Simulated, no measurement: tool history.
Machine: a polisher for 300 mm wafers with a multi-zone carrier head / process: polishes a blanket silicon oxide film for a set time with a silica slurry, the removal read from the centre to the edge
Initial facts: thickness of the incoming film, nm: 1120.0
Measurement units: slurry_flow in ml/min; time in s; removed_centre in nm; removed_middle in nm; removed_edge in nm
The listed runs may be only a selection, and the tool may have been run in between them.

{"run": 1, "hour": 0.0, "slurry_flow": 220, "centre_zone": 1, "middle_zone": 1, "edge_zone": 1, "slurry_solids": 1, "time": 52, "removed_centre": 153.37, "removed_middle": 157.37, "removed_edge": 157.36}
{"run": 2, "hour": 6.8, "slurry_flow": 215, "centre_zone": 0.98, "middle_zone": 1, "edge_zone": 0.99, "slurry_solids": 0.95, "time": 52, "removed_centre": 148.45, "removed_middle": 152.39, "removed_edge": 152.51}
{"run": 3, "hour": 8.8, "slurry_flow": 210, "centre_zone": 0.96, "middle_zone": 1, "edge_zone": 0.98, "slurry_solids": 0.9, "time": 52, "removed_centre": 140.65, "removed_middle": 151.22, "removed_edge": 147.16}
{"run": 4, "hour": 16.4, "slurry_flow": 210, "centre_zone": 0.96, "middle_zone": 1.04, "edge_zone": 0.98, "slurry_solids": 0.9, "time": 52, "removed_centre": 139.53, "removed_middle": 152.66, "removed_edge": 146.18}
{"run": 5, "hour": 20.0, "slurry_flow": 210, "centre_zone": 0.96, "middle_zone": 1.04, "edge_zone": 0.98, "slurry_solids": 0.9, "time": 65, "removed_centre": 174.1, "removed_middle": 195.13, "removed_edge": 187.56}
{"run": 6, "hour": 22.1, "slurry_flow": 205, "centre_zone": 0.95, "middle_zone": 1.03, "edge_zone": 0.97, "slurry_solids": 0.85, "time": 64, "removed_centre": 164.84, "removed_middle": 182.49, "removed_edge": 174.48}
{"run": 7, "hour": 29.7, "slurry_flow": 200, "centre_zone": 0.93, "middle_zone": 1.02, "edge_zone": 0.97, "slurry_solids": 0.8, "time": 63, "removed_centre": 153.54, "removed_middle": 172.55, "removed_edge": 166.53}
{"run": 8, "hour": 38.1, "slurry_flow": 195, "centre_zone": 0.92, "middle_zone": 1.01, "edge_zone": 0.96, "slurry_solids": 0.75, "time": 63, "removed_centre": 150.51, "removed_middle": 164.01, "removed_edge": 160.93}
{"run": 9, "hour": 42.0, "slurry_flow": 190, "centre_zone": 0.91, "middle_zone": 1.01, "edge_zone": 0.96, "slurry_solids": 0.7, "time": 63, "removed_centre": 137.82, "removed_middle": 159.41, "removed_edge": 152.35}
{"run": 10, "hour": 46.3, "slurry_flow": 185, "centre_zone": 0.9, "middle_zone": 1, "edge_zone": 0.95, "slurry_solids": 0.7, "time": 63, "removed_centre": 137.59, "removed_middle": 156.33, "removed_edge": 152.23}

Forecast run 11:
{"run": 11, "hour": 48.6, "slurry_flow": 180, "centre_zone": 0.89, "middle_zone": 0.99, "edge_zone": 0.94, "slurry_solids": 0.7, "time": 63, "removed_centre": "?", "removed_middle": "?", "removed_edge": "?"}

Run 11 gave removed_centre 133.41 nm, removed_middle 152.33 nm, removed_edge 153.47 nm.
